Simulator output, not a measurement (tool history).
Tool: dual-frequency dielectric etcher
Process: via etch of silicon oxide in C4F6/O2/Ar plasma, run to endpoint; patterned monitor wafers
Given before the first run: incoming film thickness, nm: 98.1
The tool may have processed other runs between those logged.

run    day  bias power (kW)  source power (kW)  Ar flow (sccm)  endpoint time (s)
  1  0.000            0.545              0.350             279             20.474
  2  0.329            0.513              0.340             281             21.102
  3  0.450            0.438              0.340             281             22.431
  4  0.708            0.426              0.340             282             22.635
  5  0.788            0.426              0.390             282             21.830
  6  1.154            0.408              0.380             284             22.464
  7  1.308            0.396              0.380             285             22.779

Run 8 comes next. What will it give?
  8  1.412            0.387              0.380             286                  ?

{"run 8": {"endpoint time (s)": 23.143}}
